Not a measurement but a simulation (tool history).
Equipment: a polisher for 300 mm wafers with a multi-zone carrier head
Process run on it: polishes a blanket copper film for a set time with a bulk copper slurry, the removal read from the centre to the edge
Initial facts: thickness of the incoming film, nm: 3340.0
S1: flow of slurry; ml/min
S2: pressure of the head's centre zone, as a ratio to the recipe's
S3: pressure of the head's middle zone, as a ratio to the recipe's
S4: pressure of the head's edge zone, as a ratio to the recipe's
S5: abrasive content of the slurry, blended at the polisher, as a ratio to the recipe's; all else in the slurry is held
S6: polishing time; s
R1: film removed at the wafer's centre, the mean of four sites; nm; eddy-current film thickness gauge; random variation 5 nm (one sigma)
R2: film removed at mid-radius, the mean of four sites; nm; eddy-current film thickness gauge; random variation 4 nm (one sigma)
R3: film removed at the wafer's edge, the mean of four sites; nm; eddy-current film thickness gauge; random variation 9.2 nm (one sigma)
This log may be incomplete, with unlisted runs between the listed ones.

run	day	S1	S2	S3	S4	S5	S6	R1	R2	R3
1	0.000	275	1.00	1.00	1.00	1.00	51	531.51	535.84	538.40
2	0.283	240	1.00	1.00	1.00	1.00	51	519.92	521.33	531.68
3	0.396	260	1.03	1.00	1.03	1.05	51	545.42	537.00	546.51
4	0.558	275	1.05	0.99	1.05	1.10	51	567.33	536.09	571.85
# day 0.696: slurry nozzle cleaned
5	0.696	290	1.07	0.99	1.06	1.10	51	609.14	567.30	590.09
6	0.950	290	1.07	0.99	1.06	1.10	56	659.59	633.17	669.93
7	0.996	285	1.08	0.98	1.05	1.10	56	674.20	619.70	650.27
8	1.179	280	1.08	0.97	1.05	1.10	56	666.17	603.25	638.37

Run 9 has not been measured yet. What should we expect?
9	1.246	275	1.08	0.97	1.05	1.10	56	?	?	?

{"run 9": {"R1": 679.53, "R2": 614.89, "R3": 645.59}}
